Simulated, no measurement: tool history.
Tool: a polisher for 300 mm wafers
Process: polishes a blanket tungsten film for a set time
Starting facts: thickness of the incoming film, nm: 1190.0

| run | hour | flow of slurry (ml/min) | pressure of the wafer on the pad (kPa) | speed of the pad under the wafer (cm/s) | abrasive content of the slurry | polishing time (s) | film removed (Å) |
|---|---|---|---|---|---|---|---|
| 1 | 0 | 195 | 28.3 | 116 | 1 | 100 | 6177.1 |
| 2 | 3.8 | 195 | 28.3 | 116 | 1 | 100 | 6149.4 |
| 3 | 9.3 | 240 | 28.3 | 116 | 1 | 100 | 6233.6 |
| 4 | 12.4 | 240 | 26.9 | 116 | 1 | 100 | 6064.2 |
| 5 | 15.8 | 240 | 24.1 | 116 | 1 | 100 | 5446.7 |
| 6 | 21.4 | 240 | 24.1 | 116 | 1 | 100 | 5399.6 |
| 7 | 22.1 | 240 | 23.4 | 116 | 1 | 100 | 5229.2 |

For run 8, what comes out?
| 8 | 30.8 | 240 | 22.8 | 116 | 1 | 100 | ? |

Run 8 produced film removed (Å) 5119.3.

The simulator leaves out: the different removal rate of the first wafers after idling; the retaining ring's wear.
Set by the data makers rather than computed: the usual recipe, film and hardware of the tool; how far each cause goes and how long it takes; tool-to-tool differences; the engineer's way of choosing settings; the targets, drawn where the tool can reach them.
